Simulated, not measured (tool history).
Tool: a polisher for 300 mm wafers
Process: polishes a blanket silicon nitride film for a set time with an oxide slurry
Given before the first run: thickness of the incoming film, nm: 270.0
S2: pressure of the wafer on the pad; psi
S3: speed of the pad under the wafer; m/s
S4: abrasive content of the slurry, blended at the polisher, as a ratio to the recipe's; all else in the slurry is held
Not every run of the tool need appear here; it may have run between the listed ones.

Run 1, hour 0: flow of slurry (ml/min) 165, S2 3.2 psi, S3 1.38 m/s, S4 1, polishing time (s) 95. Result: film removed (Å) 568.09.
Run 2, hour 5.4: flow of slurry (ml/min) 165, S2 3.2 psi, S3 1.38 m/s, S4 1, polishing time (s) 95. Result: film removed (Å) 578.03.
Run 3, hour 9.5: flow of slurry (ml/min) 165, S2 3.4 psi, S3 1.38 m/s, S4 1, polishing time (s) 95. Result: film removed (Å) 598.13.
Run 4, hour 14.8: flow of slurry (ml/min) 165, S2 3.6 psi, S3 1.4 m/s, S4 1, polishing time (s) 95. Result: film removed (Å) 644.97.
Run 5, hour 19.4: flow of slurry (ml/min) 165, S2 3.7 psi, S3 1.4 m/s, S4 1, polishing time (s) 95. Result: film removed (Å) 688.97.
Run 6, hour 20.4: flow of slurry (ml/min) 165, S2 3.7 psi, S3 1.4 m/s, S4 0.9, polishing time (s) 95. Result: film removed (Å) 631.68.
Run 7, hour 28.2: flow of slurry (ml/min) 165, S2 3.8 psi, S3 1.4 m/s, S4 0.9, polishing time (s) 95. Result: film removed (Å) 637.62.

Run 8, settings as shown, results not yet in. Your forecast:
Run 8, hour 29.6: flow of slurry (ml/min) 165, S2 3.9 psi, S3 1.4 m/s, S4 0.9, polishing time (s) 95. Result: film removed (Å) ?.

film removed (Å): 646.92

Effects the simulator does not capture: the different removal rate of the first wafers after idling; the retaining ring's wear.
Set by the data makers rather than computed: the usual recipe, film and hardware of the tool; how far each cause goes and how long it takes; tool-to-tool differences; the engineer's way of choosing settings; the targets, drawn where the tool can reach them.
